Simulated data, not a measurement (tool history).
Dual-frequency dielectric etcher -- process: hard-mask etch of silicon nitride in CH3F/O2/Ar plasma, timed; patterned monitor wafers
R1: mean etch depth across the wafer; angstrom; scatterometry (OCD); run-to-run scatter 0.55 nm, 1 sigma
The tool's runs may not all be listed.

Run 1, hour 0.0: source power (W) 310, bias power (W) 90, etch time (s) 247.0. Result: R1 1753.1 angstrom.
Run 2, hour 3.5: source power (W) 310, bias power (W) 90, etch time (s) 258.5. Result: R1 1832.4 angstrom.
Run 3, hour 5.3: source power (W) 310, bias power (W) 90, etch time (s) 258.5. Result: R1 1828.0 angstrom.
Run 4, hour 10.1: source power (W) 310, bias power (W) 90, etch time (s) 247.0. Result: R1 1760.9 angstrom.
Run 5, hour 14.7: source power (W) 270, bias power (W) 80, etch time (s) 247.0. Result: R1 1601.4 angstrom.
Run 6, hour 16.7: source power (W) 240, bias power (W) 73, etch time (s) 247.0. Result: R1 1465.5 angstrom.
Run 7, hour 18.3: source power (W) 220, bias power (W) 71, etch time (s) 247.0. Result: R1 1398.3 angstrom.

Predict the results of run 8:
Run 8, hour 26.4: source power (W) 210, bias power (W) 71, etch time (s) 247.0. Result: R1 ?.

{"run 8": {"R1": 1372.5}}
